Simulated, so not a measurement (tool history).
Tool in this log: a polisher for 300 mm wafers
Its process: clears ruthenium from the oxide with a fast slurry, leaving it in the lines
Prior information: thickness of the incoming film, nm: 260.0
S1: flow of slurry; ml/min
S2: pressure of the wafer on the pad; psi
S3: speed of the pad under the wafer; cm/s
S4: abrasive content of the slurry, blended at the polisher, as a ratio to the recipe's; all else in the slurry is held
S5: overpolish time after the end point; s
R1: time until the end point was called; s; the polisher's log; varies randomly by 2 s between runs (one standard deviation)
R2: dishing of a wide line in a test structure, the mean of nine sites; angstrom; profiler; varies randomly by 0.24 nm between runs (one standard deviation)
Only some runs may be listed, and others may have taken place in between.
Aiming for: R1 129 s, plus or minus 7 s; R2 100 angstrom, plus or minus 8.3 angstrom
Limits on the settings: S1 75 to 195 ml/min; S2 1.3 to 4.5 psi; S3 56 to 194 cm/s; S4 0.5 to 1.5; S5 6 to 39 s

run  hour   S1   S2   S3    S4  S5      R1      R2
  1     0  125  2.9  124     1  20   51.96  641.47
  2   6.3  125  2.9  124     1  23  55.538  726.51
  3  12.5  125  2.9  104     1  23  65.039  664.66
  4  20.5  125  2.9   84     1  23  79.393  550.29
  5  26.6  125  2.9   70     1  23  92.102  463.83
  6  32.5  125  2.5   70     1  23  106.65  424.42
  7  33.7  130  2.3   66     1  19  117.88  323.37
  8  35.8  145  2.1   64  1.05  16   123.5  269.07
  9  36.9  155  1.9   62   1.1  14     132  223.19
 10  40.4  165  1.8   60   1.2  12  129.11  184.01
 11  42.6  170  1.7   60  1.25  11  133.19  183.86
 12  46.8  175  1.6   60   1.3  10  134.34  158.65
 13  55.1  175  1.6   60   1.3  10  133.75  160.76
 14  62.1  180  1.5   60  1.35   9  136.28  137.29
 15  64.9  185  1.5   62   1.4   8  129.36  131.54
 16  70.3  190  1.4   62  1.45   7  133.02  111.35

Next run, 5 choices. One meets every target within its allowed miss, the rest don't. Which?
  A  75.7  175  1.5  68  1.25   7   ?   ?
  B  75.7  185  1.3  62   1.5   8   ?   ?
  C  75.7  195  1.4  64   1.5   6   ?   ?
  D  75.7  185  1.3  60  1.45   6   ?   ?
  E  75.7  175  1.3  56   1.5   6   ?   ?

move      R1      R2
   A  123.29  118.25
   B  134.37  123.79
   C  123.73   101.5
   D  140.53   89.68
   E  149.04  84.686
A: its largest miss is bigger than the last run's
B: its largest miss is bigger than the last run's
C: meets every target
D: takes the result that was furthest off past its target
E: takes the result that was furthest off past its target
C is the move that brings every result within its allowed miss.
